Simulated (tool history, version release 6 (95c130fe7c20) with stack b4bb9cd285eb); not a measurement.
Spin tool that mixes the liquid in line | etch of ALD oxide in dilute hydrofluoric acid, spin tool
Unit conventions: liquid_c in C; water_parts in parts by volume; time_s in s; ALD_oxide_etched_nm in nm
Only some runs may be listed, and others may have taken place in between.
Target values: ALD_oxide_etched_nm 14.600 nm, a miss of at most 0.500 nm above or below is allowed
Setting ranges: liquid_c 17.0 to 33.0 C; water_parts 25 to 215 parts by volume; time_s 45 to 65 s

run  hour  liquid_c  water_parts  time_s  ALD_oxide_etched_nm
  1   0.0      25.0          120      65               17.290
  2   7.4      24.5          120      65               17.061
  3  12.6      24.5          100      65               20.878
  4  14.1      21.5          100      65               18.612
  5  19.1      21.0          100      65               18.368
  6  27.3      20.5          100      65               17.847
  7  31.8      20.0          100      65               17.686
  8  36.2      19.5          100      65               17.518
  9  44.5      17.0          115      65               13.320
 10  47.7      17.0          115      65               13.131
 11  55.0      17.5          115      65               13.654
 12  60.5      18.5          115      65               14.007

Consider the 4 candidate settings below. Which is the only one whose results all fall within their allowed miss of target?
  A  66.0      18.0          110      65                    ?
  B  66.0      18.0          120      65                    ?
  C  66.0      17.0          115      65                    ?
  D  66.0      17.5          115      65                    ?

move  ALD_oxide_etched_nm
   A               14.547
   B               13.196
   C               13.277
   D               13.557
A: all results land within tolerance of their targets
B: moves away from the targets compared with the last run
C: moves away from the targets compared with the last run
D: moves away from the targets compared with the last run
Go with A: it meets all targets.
